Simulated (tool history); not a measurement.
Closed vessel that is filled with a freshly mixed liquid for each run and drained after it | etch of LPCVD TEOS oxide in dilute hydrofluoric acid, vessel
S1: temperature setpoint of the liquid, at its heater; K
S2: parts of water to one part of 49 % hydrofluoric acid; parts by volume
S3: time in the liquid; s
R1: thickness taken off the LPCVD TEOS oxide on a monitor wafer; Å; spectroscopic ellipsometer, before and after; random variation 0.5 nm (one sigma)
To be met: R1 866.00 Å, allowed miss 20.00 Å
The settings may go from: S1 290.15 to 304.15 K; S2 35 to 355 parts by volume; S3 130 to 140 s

{"run": 1, "hour": 0.0, "S1": 296.15, "S2": 195, "S3": 130, "R1": 247.05}
{"run": 2, "hour": 4.3, "S1": 298.15, "S2": 155, "S3": 130, "R1": 354.41}
{"run": 3, "hour": 5.8, "S1": 298.15, "S2": 180, "S3": 130, "R1": 293.95}
{"run": 4, "hour": 13.0, "S1": 299.65, "S2": 145, "S3": 130, "R1": 404.74}
{"run": 5, "hour": 18.3, "S1": 299.65, "S2": 145, "S3": 130, "R1": 404.12}
{"run": 6, "hour": 19.5, "S1": 299.65, "S2": 145, "S3": 140, "R1": 431.87}
{"run": 7, "hour": 23.0, "S1": 303.65, "S2": 65, "S3": 140, "R1": 1270.4}
{"run": 8, "hour": 31.7, "S1": 302.15, "S2": 65, "S3": 140, "R1": 1191.4}
{"run": 9, "hour": 38.7, "S1": 300.65, "S2": 65, "S3": 140, "R1": 1110.7}
{"run": 10, "hour": 41.1, "S1": 299.15, "S2": 65, "S3": 140, "R1": 1062.6}
{"hour": 43.5, "done": "thermometer replaced"}
{"run": 11, "hour": 43.5, "S1": 297.65, "S2": 65, "S3": 140, "R1": 1034.3}
{"run": 12, "hour": 45.4, "S1": 296.15, "S2": 65, "S3": 140, "R1": 975.58}

4 next moves are on the table. One of them brings every result within its allowed miss. Which?
{"run": "A", "hour": 47.3, "S1": 296.15, "S2": 70, "S3": 140, "R1": "?"}
{"run": "B", "hour": 47.3, "S1": 295.15, "S2": 70, "S3": 140, "R1": "?"}
{"run": "C", "hour": 47.3, "S1": 297.65, "S2": 70, "S3": 135, "R1": "?"}
{"run": "D", "hour": 47.3, "S1": 301.15, "S2": 90, "S3": 140, "R1": "?"}

move=A R1=897.77
move=B R1=861.68
move=C R1=920.07
move=D R1=829.45
A: nearer than the last run, and not there yet
B: meets every target
C: nearer than the last run, and not there yet
D: takes the result that was furthest off past its target
Move B is the one to make.

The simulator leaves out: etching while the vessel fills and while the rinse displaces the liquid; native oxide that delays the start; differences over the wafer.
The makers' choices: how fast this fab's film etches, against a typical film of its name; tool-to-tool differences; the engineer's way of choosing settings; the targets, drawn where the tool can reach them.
